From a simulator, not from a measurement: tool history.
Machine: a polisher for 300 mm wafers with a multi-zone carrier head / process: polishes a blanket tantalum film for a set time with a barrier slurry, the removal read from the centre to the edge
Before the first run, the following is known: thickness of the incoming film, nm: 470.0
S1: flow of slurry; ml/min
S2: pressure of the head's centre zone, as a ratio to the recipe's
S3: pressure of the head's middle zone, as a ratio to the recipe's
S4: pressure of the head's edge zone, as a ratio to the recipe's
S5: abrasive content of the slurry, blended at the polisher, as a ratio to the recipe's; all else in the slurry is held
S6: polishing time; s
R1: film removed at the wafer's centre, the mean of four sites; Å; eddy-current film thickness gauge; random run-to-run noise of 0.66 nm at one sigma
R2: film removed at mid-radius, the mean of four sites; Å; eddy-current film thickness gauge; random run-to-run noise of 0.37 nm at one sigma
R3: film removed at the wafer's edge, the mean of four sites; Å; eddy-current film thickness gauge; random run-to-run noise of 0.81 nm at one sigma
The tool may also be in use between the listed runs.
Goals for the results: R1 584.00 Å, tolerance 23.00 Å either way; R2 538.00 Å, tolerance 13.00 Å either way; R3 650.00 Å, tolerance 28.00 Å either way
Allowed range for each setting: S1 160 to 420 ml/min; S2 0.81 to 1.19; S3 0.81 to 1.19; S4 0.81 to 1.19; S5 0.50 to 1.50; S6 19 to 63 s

run  hour   S1    S2    S3    S4    S5  S6      R1      R2      R3
  1   0.0  270  1.00  1.00  1.00  1.00  41  484.35  457.92  484.94
  2   6.1  270  1.00  0.99  1.05  1.15  42  521.69  484.83  523.11
  3  13.2  270  1.00  0.99  0.99  1.15  42  508.16  487.51  508.52
  4  20.7  270  1.00  0.99  0.99  1.30  42  536.72  498.96  526.37
  5  29.1  270  1.03  0.99  0.99  1.30  42  545.51  499.89  529.77
  6  36.9  270  1.03  1.06  0.99  1.30  42  534.45  536.12  528.69
  7  42.5  270  1.03  1.06  0.99  1.30  42  538.24  535.05  521.20
  8  43.2  270  1.00  1.03  1.04  1.35  43  547.66  531.70  535.93
  9  49.5  240  0.95  0.98  1.05  1.35  46  537.23  539.30  580.90
 10  53.1  230  0.95  0.96  1.07  1.40  47  565.73  544.22  609.02
 11  61.5  220  0.95  0.95  1.09  1.45  47  558.55  541.72  594.33

Next run, 4 choices. One meets every target within its allowed miss, the rest don't. Which?
  A  69.9  200  1.13  1.00  0.99  1.45  45   ?   ?   ?
  B  69.9  185  0.92  0.87  1.03  1.50  52   ?   ?   ?
  C  69.9  210  0.83  0.92  1.19  1.40  51   ?   ?   ?
  D  69.9  210  0.83  0.85  1.09  1.35  53   ?   ?   ?

move      R1      R2      R3
   A  620.29  529.17  562.26
   B  577.63  541.62  658.68
   C  515.52  560.23  683.10
   D  531.27  541.08  681.10
A: its largest miss is bigger than the last run's
B: hits every target within its allowed miss
C: takes the biggest miss from the last run beyond its target
D: takes the biggest miss from the last run beyond its target
The move that meets every target is B.
